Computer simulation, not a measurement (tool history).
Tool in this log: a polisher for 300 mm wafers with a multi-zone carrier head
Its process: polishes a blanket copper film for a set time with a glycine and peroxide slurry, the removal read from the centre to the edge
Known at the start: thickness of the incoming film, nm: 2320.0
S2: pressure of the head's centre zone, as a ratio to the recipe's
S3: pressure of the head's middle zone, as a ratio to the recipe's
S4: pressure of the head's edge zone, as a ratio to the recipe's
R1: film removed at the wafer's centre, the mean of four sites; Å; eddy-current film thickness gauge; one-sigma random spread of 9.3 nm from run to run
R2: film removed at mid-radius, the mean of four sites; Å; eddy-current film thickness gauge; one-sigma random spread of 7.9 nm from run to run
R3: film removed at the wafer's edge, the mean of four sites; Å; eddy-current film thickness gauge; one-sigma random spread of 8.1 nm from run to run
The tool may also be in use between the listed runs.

run 1 day=0.000 | flow_of_slurry_(ml/min)=220 S2=1.00 S3=1.00 S4=1.00 polishing_time_(s)=55 | R1=5291.5 R2=4875.2 R3=4696.7
run 2 day=0.067 | flow_of_slurry_(ml/min)=220 S2=1.00 S3=0.95 S4=1.00 polishing_time_(s)=55 | R1=5276.5 R2=4509.6 R3=4666.3
run 3 day=0.238 | flow_of_slurry_(ml/min)=220 S2=1.00 S3=0.92 S4=1.00 polishing_time_(s)=55 | R1=5181.2 R2=4545.7 R3=4670.0
run 4 day=0.554 | flow_of_slurry_(ml/min)=225 S2=0.99 S3=0.97 S4=1.02 polishing_time_(s)=60 | R1=5785.7 R2=4993.9 R3=5100.1
run 5 day=0.721 | flow_of_slurry_(ml/min)=265 S2=0.99 S3=0.97 S4=1.02 polishing_time_(s)=60 | R1=5843.1 R2=5277.6 R3=5176.4
run 6 day=0.946 | flow_of_slurry_(ml/min)=265 S2=1.06 S3=0.97 S4=1.02 polishing_time_(s)=60 | R1=6148.5 R2=5274.0 R3=5278.6

Run 7 has not been measured yet. What should we expect?
run 7 day=1.242 | flow_of_slurry_(ml/min)=260 S2=1.01 S3=1.07 S4=1.12 polishing_time_(s)=75 | R1=? R2=? R3=?

{"run 7": {"R1": 7223.6, "R2": 7127.9, "R3": 6896.6}}

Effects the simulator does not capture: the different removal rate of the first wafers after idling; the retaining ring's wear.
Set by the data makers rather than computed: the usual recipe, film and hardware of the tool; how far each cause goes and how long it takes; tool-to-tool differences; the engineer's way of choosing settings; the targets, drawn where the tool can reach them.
